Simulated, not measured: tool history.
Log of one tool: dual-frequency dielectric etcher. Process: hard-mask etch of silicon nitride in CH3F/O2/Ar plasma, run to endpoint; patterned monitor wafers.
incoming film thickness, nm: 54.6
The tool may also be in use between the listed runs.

{"run": 1, "hour": 0.0, "source power (W)": 460, "bias power (W)": 90, "endpoint time (s)": 62.407}
{"run": 2, "hour": 4.6, "source power (W)": 400, "bias power (W)": 86, "endpoint time (s)": 67.21}
{"run": 3, "hour": 8.9, "source power (W)": 340, "bias power (W)": 86, "endpoint time (s)": 70.569}
{"run": 4, "hour": 16.4, "source power (W)": 410, "bias power (W)": 86, "endpoint time (s)": 65.853}
{"run": 5, "hour": 19.6, "source power (W)": 410, "bias power (W)": 94, "endpoint time (s)": 63.932}
{"run": 6, "hour": 24.4, "source power (W)": 370, "bias power (W)": 90, "endpoint time (s)": 67.923}
{"run": 7, "hour": 29.8, "source power (W)": 340, "bias power (W)": 89, "endpoint time (s)": 70.022}
{"run": 8, "hour": 37.8, "source power (W)": 320, "bias power (W)": 88, "endpoint time (s)": 71.558}
{"run": 9, "hour": 44.9, "source power (W)": 310, "bias power (W)": 87, "endpoint time (s)": 72.574}

The next listed run, before its measurement:
{"run": 10, "hour": 52.4, "source power (W)": 300, "bias power (W)": 87, "endpoint time (s)": "?"}

endpoint time (s): 73.691
